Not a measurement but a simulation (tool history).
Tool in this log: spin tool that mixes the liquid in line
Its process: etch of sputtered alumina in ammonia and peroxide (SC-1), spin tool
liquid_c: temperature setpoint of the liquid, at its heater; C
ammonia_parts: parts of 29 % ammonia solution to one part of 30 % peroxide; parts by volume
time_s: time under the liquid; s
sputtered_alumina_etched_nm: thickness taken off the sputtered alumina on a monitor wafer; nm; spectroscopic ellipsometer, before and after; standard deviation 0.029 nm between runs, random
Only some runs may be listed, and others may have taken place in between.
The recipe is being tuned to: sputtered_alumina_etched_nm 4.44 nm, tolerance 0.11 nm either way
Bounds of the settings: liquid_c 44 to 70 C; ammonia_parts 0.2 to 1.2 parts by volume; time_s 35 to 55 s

run 1 hour=0 | liquid_c=60 ammonia_parts=0.8 time_s=55 | sputtered_alumina_etched_nm=3.7378
run 2 hour=4.5 | liquid_c=60.5 ammonia_parts=0.8 time_s=55 | sputtered_alumina_etched_nm=3.8553
run 3 hour=10.6 | liquid_c=61 ammonia_parts=0.8 time_s=55 | sputtered_alumina_etched_nm=4.0035
run 4 hour=11.3 | liquid_c=61.5 ammonia_parts=0.8 time_s=55 | sputtered_alumina_etched_nm=4.0803
run 5 hour=17.9 | liquid_c=62 ammonia_parts=0.8 time_s=55 | sputtered_alumina_etched_nm=4.1807
run 6 hour=20.2 | liquid_c=62 ammonia_parts=0.6 time_s=55 | sputtered_alumina_etched_nm=4.0545
run 7 hour=22 | liquid_c=62 ammonia_parts=0.6 time_s=55 | sputtered_alumina_etched_nm=4.0623
run 8 hour=30.3 | liquid_c=62.5 ammonia_parts=0.6 time_s=55 | sputtered_alumina_etched_nm=4.1302

Which single option among these 4 for the next run brings every result within its allowed miss of target? Just one does.
run A hour=38.6 | liquid_c=64 ammonia_parts=0.5 time_s=55 | sputtered_alumina_etched_nm=?
run B hour=38.6 | liquid_c=61 ammonia_parts=0.7 time_s=55 | sputtered_alumina_etched_nm=?
run C hour=38.6 | liquid_c=62 ammonia_parts=0.7 time_s=55 | sputtered_alumina_etched_nm=?
run D hour=38.6 | liquid_c=65 ammonia_parts=0.5 time_s=55 | sputtered_alumina_etched_nm=?

move=A sputtered_alumina_etched_nm=4.387
move=B sputtered_alumina_etched_nm=3.8923
move=C sputtered_alumina_etched_nm=4.0953
move=D sputtered_alumina_etched_nm=4.6111
A: in spec on every target
B: its largest miss is bigger than the last run's
C: its largest miss is bigger than the last run's
D: moves the result that the last run missed by most past its target, out the other side
A meets every target.
